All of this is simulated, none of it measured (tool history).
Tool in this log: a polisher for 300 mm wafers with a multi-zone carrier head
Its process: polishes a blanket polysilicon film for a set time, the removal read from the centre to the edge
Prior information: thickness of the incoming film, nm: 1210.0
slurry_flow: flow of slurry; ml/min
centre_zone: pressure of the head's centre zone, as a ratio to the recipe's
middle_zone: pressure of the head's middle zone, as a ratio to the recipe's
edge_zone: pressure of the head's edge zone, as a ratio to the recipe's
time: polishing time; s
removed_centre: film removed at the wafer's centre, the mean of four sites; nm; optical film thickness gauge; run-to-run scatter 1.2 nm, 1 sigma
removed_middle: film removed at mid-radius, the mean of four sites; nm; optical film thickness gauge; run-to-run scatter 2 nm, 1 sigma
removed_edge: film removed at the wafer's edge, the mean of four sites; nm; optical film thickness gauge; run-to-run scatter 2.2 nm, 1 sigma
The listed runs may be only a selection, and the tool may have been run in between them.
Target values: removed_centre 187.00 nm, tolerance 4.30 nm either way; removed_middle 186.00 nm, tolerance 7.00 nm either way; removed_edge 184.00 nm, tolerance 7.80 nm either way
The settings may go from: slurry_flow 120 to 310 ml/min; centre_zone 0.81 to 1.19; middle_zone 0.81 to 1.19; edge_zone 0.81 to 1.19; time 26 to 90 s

run,hour,slurry_flow,centre_zone,middle_zone,edge_zone,time,removed_centre,removed_middle,removed_edge
1,0.0,200,1.00,1.00,1.00,58,277.07,283.28,280.05
2,7.2,200,1.00,0.92,1.00,58,276.07,269.24,281.72
3,11.0,200,0.99,0.92,0.98,55,264.12,261.12,262.60
4,14.8,200,0.99,0.88,0.98,55,263.73,244.90,271.99
5,18.2,200,0.99,0.96,0.98,55,261.57,264.48,264.02
6,20.4,200,0.92,0.96,0.98,55,245.73,265.76,270.45
7,28.9,195,0.93,0.95,0.96,52,231.96,253.25,252.05
8,34.5,195,0.94,0.94,0.95,50,226.07,240.51,236.01
9,40.5,190,0.94,0.92,0.94,49,221.02,223.77,232.58
10,46.1,185,0.94,0.92,0.92,48,214.47,224.02,226.03
11,47.2,185,0.94,0.92,0.92,48,215.41,222.91,222.87
12,52.8,180,0.94,0.91,0.91,47,210.31,217.52,220.81
13,59.4,180,0.94,0.91,0.90,46,206.44,211.94,210.56
14,68.0,175,0.94,0.90,0.89,46,205.36,208.22,207.47
15,76.5,170,0.94,0.89,0.88,46,204.90,205.03,211.04
16,83.8,170,0.94,0.89,0.87,45,200.07,202.43,201.33
17,84.9,165,0.94,0.89,0.86,45,199.72,202.67,201.08
18,90.8,160,0.94,0.89,0.85,45,196.97,196.15,199.93
19,93.7,160,0.94,0.89,0.84,45,197.95,195.72,200.65
20,101.0,160,0.94,0.89,0.84,44,191.87,191.63,195.03

Pick the move, out of 5, that brings all results within their allowed miss; only one does.
A,108.3,185,1.05,0.93,0.86,40,?,?,?
B,108.3,135,1.02,0.95,0.90,41,?,?,?
C,108.3,235,1.08,0.87,0.85,39,?,?,?
D,108.3,130,0.87,0.81,0.87,47,?,?,?
E,108.3,125,0.85,0.85,0.91,48,?,?,?

move,removed_centre,removed_middle,removed_edge
A,194.54,185.72,181.24
B,183.30,183.89,182.54
C,201.27,176.79,180.08
D,181.48,183.59,205.37
E,180.16,193.54,212.81
A: the worst result of the last run now meets its target, but another is out of spec
B: hits every target within its allowed miss
C: the worst result of the last run now meets its target, but another is out of spec
D: moves away from the targets compared with the last run
E: moves away from the targets compared with the last run
The move that meets every target is B.
